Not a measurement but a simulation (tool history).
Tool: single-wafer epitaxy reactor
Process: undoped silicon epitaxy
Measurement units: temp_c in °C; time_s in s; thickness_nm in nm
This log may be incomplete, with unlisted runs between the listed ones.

{"run": 1, "hour": 0.0, "temp_c": 650, "time_s": 557, "thickness_nm": 95.144}
{"run": 2, "hour": 3.6, "temp_c": 654, "time_s": 558, "thickness_nm": 103.3}
{"run": 3, "hour": 11.6, "temp_c": 654, "time_s": 511, "thickness_nm": 94.343}
{"run": 4, "hour": 15.0, "temp_c": 658, "time_s": 512, "thickness_nm": 102.05}
{"run": 5, "hour": 20.2, "temp_c": 662, "time_s": 513, "thickness_nm": 110.5}
{"run": 6, "hour": 21.3, "temp_c": 657, "time_s": 513, "thickness_nm": 100.59}
{"run": 7, "hour": 29.7, "temp_c": 661, "time_s": 514, "thickness_nm": 108.39}

The next listed run, before its measurement:
{"run": 8, "hour": 31.0, "temp_c": 672, "time_s": 517, "thickness_nm": "?"}

Run 8 produced thickness_nm 134.02 nm.
